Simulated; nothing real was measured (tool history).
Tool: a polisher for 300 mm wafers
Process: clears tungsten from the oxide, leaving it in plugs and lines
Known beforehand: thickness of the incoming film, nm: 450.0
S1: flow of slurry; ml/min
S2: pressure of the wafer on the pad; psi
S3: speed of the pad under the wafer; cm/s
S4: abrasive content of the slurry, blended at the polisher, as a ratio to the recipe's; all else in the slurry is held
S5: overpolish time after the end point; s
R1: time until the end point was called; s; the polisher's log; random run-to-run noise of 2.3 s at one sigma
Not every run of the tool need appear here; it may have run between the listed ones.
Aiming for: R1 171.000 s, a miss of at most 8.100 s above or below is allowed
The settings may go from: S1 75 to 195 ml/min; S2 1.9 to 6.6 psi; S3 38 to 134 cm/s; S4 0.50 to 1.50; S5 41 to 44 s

run  hour   S1   S2   S3    S4  S5       R1
  1   0.0  125  4.2   86  1.00  41   83.911
  2   4.4  125  3.8   84  1.00  41   95.883
  3  11.0  125  4.7   84  1.00  41   78.519
  4  18.7  125  4.2   82  1.00  41   89.764
  5  22.2  125  4.2   96  1.00  41   78.719
  6  23.9  125  4.2  116  1.00  41   69.825
  7  29.8  120  3.8  108  1.00  41   80.718
  8  33.1  115  3.5  102  1.00  41   91.747
  9  38.5  110  3.2   98  1.00  41  105.600
 10  45.4  105  3.0   96  1.00  41  112.450
 11  50.8  100  2.8   94  1.00  41  124.130
 12  58.1   95  2.6   94  1.00  41  135.460
 13  61.4   95  2.5   94  1.00  41  142.760
 14  63.0   95  2.4   94  1.00  41  147.750
 15  70.5   95  2.3   94  1.00  41  153.670
 16  74.4   95  2.2   94  1.00  41  158.390

Consider the 4 candidate settings below. Which is the only one whose results all fall within their allowed miss of target?
  A  78.3  95  1.9  84  1.00  41   ?
  B  78.3  90  2.2  84  1.05  44   ?
  C  78.3  90  2.0  82  1.00  41   ?
  D  78.3  80  2.5  94  0.95  42   ?

move       R1
   A  195.110
   B  170.560
   C  191.720
   D  148.750
A: takes the result that was furthest off past its target
B: in spec on every target
C: takes the result that was furthest off past its target
D: further off than the last run
Answer: B

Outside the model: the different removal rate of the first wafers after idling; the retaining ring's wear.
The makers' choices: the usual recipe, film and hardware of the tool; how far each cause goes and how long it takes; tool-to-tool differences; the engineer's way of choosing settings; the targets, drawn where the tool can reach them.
